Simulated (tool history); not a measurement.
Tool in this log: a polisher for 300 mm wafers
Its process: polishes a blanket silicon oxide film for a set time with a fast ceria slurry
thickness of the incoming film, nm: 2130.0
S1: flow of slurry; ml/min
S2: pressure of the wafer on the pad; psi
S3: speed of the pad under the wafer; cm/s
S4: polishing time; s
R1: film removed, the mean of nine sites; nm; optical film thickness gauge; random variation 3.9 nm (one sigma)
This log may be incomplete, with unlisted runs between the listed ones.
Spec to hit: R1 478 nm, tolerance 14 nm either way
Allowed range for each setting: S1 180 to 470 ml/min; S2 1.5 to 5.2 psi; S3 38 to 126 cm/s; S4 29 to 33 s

run	hour	S1	S2	S3	S4	R1
1	0	300	3.3	82	33	575.11
2	5.2	330	3.3	82	33	562.19
3	6.5	330	3.3	66	33	463.71
4	14.5	260	3.3	66	33	454.67
5	20.4	260	2.9	66	33	394.1
6	22.8	260	2.9	66	29	350.48
7	30.2	260	3.1	66	29	373.71
8	35.9	265	3.2	66	29	386.23
9	40	270	3.3	66	29	401.65

Exactly one of the 5 candidate moves below puts every result within its allowed miss. Which one?
A	44.1	240	3.2	72	33	?
B	44.1	245	3.5	72	33	?
C	44.1	245	3.3	54	29	?
D	44.1	255	4	64	32	?
E	44.1	310	3.5	70	33	?

move	R1
A	472.72
B	517.01
C	325.49
D	512.15
E	516.2
A: every result within its allowed miss
B: takes the biggest miss from the last run beyond its target
C: misses by more than the last run did
D: takes the biggest miss from the last run beyond its target
E: takes the biggest miss from the last run beyond its target
Correct choice: A, which meets every target

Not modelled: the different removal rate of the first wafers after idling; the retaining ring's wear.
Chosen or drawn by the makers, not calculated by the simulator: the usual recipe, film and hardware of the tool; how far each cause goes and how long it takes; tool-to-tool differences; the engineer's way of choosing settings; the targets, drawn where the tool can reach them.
